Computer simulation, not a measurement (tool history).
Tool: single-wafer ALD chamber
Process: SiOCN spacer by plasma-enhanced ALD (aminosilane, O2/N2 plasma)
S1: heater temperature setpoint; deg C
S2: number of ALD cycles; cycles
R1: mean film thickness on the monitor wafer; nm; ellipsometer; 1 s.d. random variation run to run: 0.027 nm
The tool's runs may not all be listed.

run 1 day=0 | S1=415 S2=79 | R1=4.7072
run 2 day=0.167 | S1=413 S2=82 | R1=4.9493
run 3 day=0.462 | S1=410 S2=84 | R1=5.0942
run 4 day=0.688 | S1=408 S2=86 | R1=5.2824
run 5 day=0.946 | S1=406 S2=87 | R1=5.3649
run 6 day=1.129 | S1=406 S2=96 | R1=5.8741
run 7 day=1.208 | S1=407 S2=96 | R1=5.8941

The next listed run, before its measurement:
run 8 day=1.471 | S1=408 S2=95 | R1=?

{"run 8": {"R1": 5.7996}}

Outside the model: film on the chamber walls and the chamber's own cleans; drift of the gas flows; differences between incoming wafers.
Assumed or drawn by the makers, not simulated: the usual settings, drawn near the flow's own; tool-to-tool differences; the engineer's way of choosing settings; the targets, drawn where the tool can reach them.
